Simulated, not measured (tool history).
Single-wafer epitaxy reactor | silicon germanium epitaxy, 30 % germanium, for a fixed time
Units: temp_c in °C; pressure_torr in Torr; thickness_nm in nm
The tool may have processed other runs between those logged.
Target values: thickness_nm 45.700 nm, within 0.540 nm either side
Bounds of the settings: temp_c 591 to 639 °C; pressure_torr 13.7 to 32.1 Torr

run  hour  temp_c  pressure_torr  thickness_nm
  1   0.0     615           22.9        81.491
  2   5.0     608           22.9        70.082
  3   8.5     603           22.9        63.677
  4  16.0     610           22.9        73.501
  5  17.0     610           26.2        77.638
  6  21.6     604           23.6        65.731
  7  27.8     600           21.8        58.437
  8  36.4     597           20.8        53.762
  9  43.9     597           20.8        53.704
 10  46.0     595           20.2        50.794
 11  48.8     591           18.3        44.529

Which single option among these 5 for the next run brings every result within its allowed miss of target? Just one does.
  A  51.6     593           15.6             ?
  B  51.6     597           13.7             ?
  C  51.6     595           17.3             ?
  D  51.6     591           19.5             ?
  E  51.6     592           16.4             ?

move  thickness_nm
   A        43.281
   B        44.304
   C        47.379
   D        45.949
   E        43.365
A: moves away from the targets compared with the last run
B: moves away from the targets compared with the last run
C: carries the result that was furthest off beyond its target, to the other side
D: all results land within tolerance of their targets
E: moves away from the targets compared with the last run
Correct choice: D, which meets every target
